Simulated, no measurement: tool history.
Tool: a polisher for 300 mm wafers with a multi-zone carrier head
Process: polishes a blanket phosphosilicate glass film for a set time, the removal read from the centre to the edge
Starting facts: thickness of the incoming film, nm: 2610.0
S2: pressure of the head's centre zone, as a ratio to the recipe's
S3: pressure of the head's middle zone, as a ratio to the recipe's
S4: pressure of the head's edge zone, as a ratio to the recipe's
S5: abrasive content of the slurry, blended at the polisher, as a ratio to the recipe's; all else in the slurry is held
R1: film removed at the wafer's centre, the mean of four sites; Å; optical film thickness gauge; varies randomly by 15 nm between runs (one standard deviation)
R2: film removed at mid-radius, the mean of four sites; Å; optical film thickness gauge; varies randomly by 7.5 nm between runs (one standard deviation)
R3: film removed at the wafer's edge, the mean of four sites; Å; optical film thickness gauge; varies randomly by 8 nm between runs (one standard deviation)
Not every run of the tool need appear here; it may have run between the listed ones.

{"run": 1, "hour": 0.0, "flow of slurry (ml/min)": 295, "S2": 1.0, "S3": 1.0, "S4": 1.0, "S5": 1.0, "polishing time (s)": 80, "R1": 6531.0, "R2": 6813.9, "R3": 6761.0}
{"run": 2, "hour": 6.7, "flow of slurry (ml/min)": 270, "S2": 1.0, "S3": 1.0, "S4": 1.0, "S5": 1.0, "polishing time (s)": 80, "R1": 6603.3, "R2": 6670.6, "R3": 6730.0}
{"run": 3, "hour": 15.1, "flow of slurry (ml/min)": 270, "S2": 1.0, "S3": 1.0, "S4": 1.0, "S5": 1.0, "polishing time (s)": 94, "R1": 8003.0, "R2": 7881.2, "R3": 7812.2}
{"run": 4, "hour": 23.7, "flow of slurry (ml/min)": 280, "S2": 1.04, "S3": 1.05, "S4": 1.03, "S5": 1.05, "polishing time (s)": 94, "R1": 8429.5, "R2": 8385.2, "R3": 8192.3}
{"run": 5, "hour": 29.9, "flow of slurry (ml/min)": 330, "S2": 1.04, "S3": 1.05, "S4": 1.03, "S5": 1.05, "polishing time (s)": 94, "R1": 8508.6, "R2": 8534.5, "R3": 8277.7}
{"run": 6, "hour": 36.4, "flow of slurry (ml/min)": 340, "S2": 1.07, "S3": 1.09, "S4": 1.03, "S5": 1.1, "polishing time (s)": 94, "R1": 9130.9, "R2": 9054.6, "R3": 8524.8}
{"run": 7, "hour": 41.6, "flow of slurry (ml/min)": 350, "S2": 1.09, "S3": 1.12, "S4": 1.04, "S5": 1.15, "polishing time (s)": 94, "R1": 9346.1, "R2": 9505.9, "R3": 8779.1}

Predict the results of run 8:
{"run": 8, "hour": 43.2, "flow of slurry (ml/min)": 360, "S2": 1.12, "S3": 1.14, "S4": 1.05, "S5": 1.2, "polishing time (s)": 94, "R1": "?", "R2": "?", "R3": "?"}

Run 8 produced R1 10105.0 Å, R2 9892.7 Å, R3 8979.9 Å.

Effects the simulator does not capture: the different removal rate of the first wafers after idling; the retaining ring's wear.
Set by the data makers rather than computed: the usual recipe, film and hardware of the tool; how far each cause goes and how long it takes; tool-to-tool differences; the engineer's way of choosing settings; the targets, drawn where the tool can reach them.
